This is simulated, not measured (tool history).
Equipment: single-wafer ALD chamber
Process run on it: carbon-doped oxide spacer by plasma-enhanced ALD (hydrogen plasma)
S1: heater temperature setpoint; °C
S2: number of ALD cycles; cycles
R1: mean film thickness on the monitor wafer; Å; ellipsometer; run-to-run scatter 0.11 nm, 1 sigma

run 1 hour=0 | S1=405 S2=609 | R1=301.75
run 2 hour=6.5 | S1=405 S2=566 | R1=279.47
run 3 hour=8.1 | S1=402 S2=585 | R1=291.24
run 4 hour=9.9 | S1=402 S2=528 | R1=263.41
run 5 hour=16 | S1=402 S2=444 | R1=222.22
run 6 hour=17.3 | S1=399 S2=490 | R1=246.49

For run 7, what comes out?
run 7 hour=26 | S1=396 S2=523 | R1=?

For run 7 the tool returned R1 263.99 Å.

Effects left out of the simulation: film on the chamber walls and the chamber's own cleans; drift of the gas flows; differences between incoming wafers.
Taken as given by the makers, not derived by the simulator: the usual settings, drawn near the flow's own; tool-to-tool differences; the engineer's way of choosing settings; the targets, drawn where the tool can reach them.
